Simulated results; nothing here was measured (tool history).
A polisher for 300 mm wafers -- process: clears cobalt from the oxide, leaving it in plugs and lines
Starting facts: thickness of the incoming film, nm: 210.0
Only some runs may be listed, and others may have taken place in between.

run  hour  flow of slurry (ml/min)  pressure of the wafer on the pad (psi)  speed of the pad under the wafer (m/s)  overpolish time after the end point (s)  time until the end point was called (s)  dishing of a wide line in a test structure (Å)
  1     0                      255                                     1.2                                    0.94                                       10                                   74.827                                          218.15
  2   6.4                      255                                     1.1                                    0.94                                       10                                    79.65                                          199.39
  3   7.4                      255                                     1.1                                    0.92                                       12                                   84.201                                          228.38
  4  13.1                      255                                     1.1                                    1.12                                       12                                   70.933                                          262.89
  5  21.9                      255                                     1.1                                    1.12                                       10                                   71.052                                          230.56
  6  23.2                      255                                     1.1                                    1.12                                       12                                   71.969                                          265.79
  7  29.5                      255                                     1.1                                    1.12                                       12                                   68.907                                          263.22

Predict the results of run 8:
  8  31.1                      255                                     1.1                                    1.12                                       13                                        ?                                               ?

{"run 8": {"time until the end point was called (s)": 69.506, "dishing of a wide line in a test structure (Å)": 279.87}}
